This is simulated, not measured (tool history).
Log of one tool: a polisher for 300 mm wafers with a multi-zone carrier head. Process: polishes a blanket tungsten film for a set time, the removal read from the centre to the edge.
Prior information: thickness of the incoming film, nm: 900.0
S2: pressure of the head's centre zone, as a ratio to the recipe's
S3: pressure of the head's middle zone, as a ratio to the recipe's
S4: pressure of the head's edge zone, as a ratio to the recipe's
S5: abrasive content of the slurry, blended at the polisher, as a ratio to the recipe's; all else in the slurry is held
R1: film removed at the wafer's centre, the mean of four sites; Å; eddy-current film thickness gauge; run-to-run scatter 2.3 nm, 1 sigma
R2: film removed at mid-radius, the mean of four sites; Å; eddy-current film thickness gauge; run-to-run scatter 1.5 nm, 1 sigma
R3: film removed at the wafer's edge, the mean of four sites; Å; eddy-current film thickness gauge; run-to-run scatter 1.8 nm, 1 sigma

Run 1, hour 0.0: flow of slurry (ml/min) 150, S2 1.00, S3 1.00, S4 1.00, S5 1.00, polishing time (s) 58. Result: R1 3898.2 Å, R2 3571.6 Å, R3 3552.2 Å.
Run 2, hour 1.2: flow of slurry (ml/min) 170, S2 1.00, S3 1.00, S4 1.00, S5 1.00, polishing time (s) 58. Result: R1 4062.5 Å, R2 3617.6 Å, R3 3628.3 Å.
Run 3, hour 6.0: flow of slurry (ml/min) 185, S2 1.00, S3 1.00, S4 1.00, S5 1.00, polishing time (s) 58. Result: R1 4075.1 Å, R2 3693.5 Å, R3 3633.2 Å.
Run 4, hour 14.0: flow of slurry (ml/min) 185, S2 1.00, S3 1.00, S4 1.00, S5 1.00, polishing time (s) 71. Result: R1 5039.8 Å, R2 4532.6 Å, R3 4455.5 Å.
Run 5, hour 18.4: flow of slurry (ml/min) 170, S2 0.96, S3 0.97, S4 0.97, S5 0.90, polishing time (s) 66. Result: R1 4275.9 Å, R2 3932.1 Å, R3 3840.9 Å.
Run 6, hour 25.0: flow of slurry (ml/min) 200, S2 0.96, S3 0.97, S4 0.97, S5 0.90, polishing time (s) 66. Result: R1 4358.0 Å, R2 4023.9 Å, R3 3996.6 Å.
Run 7, hour 25.6: flow of slurry (ml/min) 185, S2 0.92, S3 0.94, S4 0.96, S5 0.80, polishing time (s) 62. Result: R1 3767.2 Å, R2 3495.3 Å, R3 3508.8 Å.
At hour 30.5: centre zone pressure recalibrated.
Run 8, hour 30.5: flow of slurry (ml/min) 170, S2 0.89, S3 0.93, S4 0.97, S5 0.75, polishing time (s) 59. Result: R1 2968.4 Å, R2 3125.7 Å, R3 3246.2 Å.
Run 9, hour 32.7: flow of slurry (ml/min) 160, S2 0.89, S3 0.90, S4 0.94, S5 0.70, polishing time (s) 58. Result: R1 2812.6 Å, R2 2887.2 Å, R3 2988.3 Å.
Run 10, hour 39.8: flow of slurry (ml/min) 150, S2 0.90, S3 0.88, S4 0.93, S5 0.65, polishing time (s) 58. Result: R1 2731.0 Å, R2 2706.5 Å, R3 2921.2 Å.
Run 11, hour 48.7: flow of slurry (ml/min) 140, S2 0.90, S3 0.87, S4 0.90, S5 0.65, polishing time (s) 58. Result: R1 2641.7 Å, R2 2665.9 Å, R3 2855.4 Å.
Run 12, hour 55.2: flow of slurry (ml/min) 135, S2 0.90, S3 0.86, S4 0.88, S5 0.60, polishing time (s) 58. Result: R1 2526.5 Å, R2 2514.8 Å, R3 2691.1 Å.

Run 13 is up next; what results do you expect?
Run 13, hour 57.4: flow of slurry (ml/min) 125, S2 0.90, S3 0.86, S4 0.87, S5 0.60, polishing time (s) 58. Result: R1 ?, R2 ?, R3 ?.

Run 13 came out at R1 2437.8 Å, R2 2482.9 Å, R3 2620.0 Å.
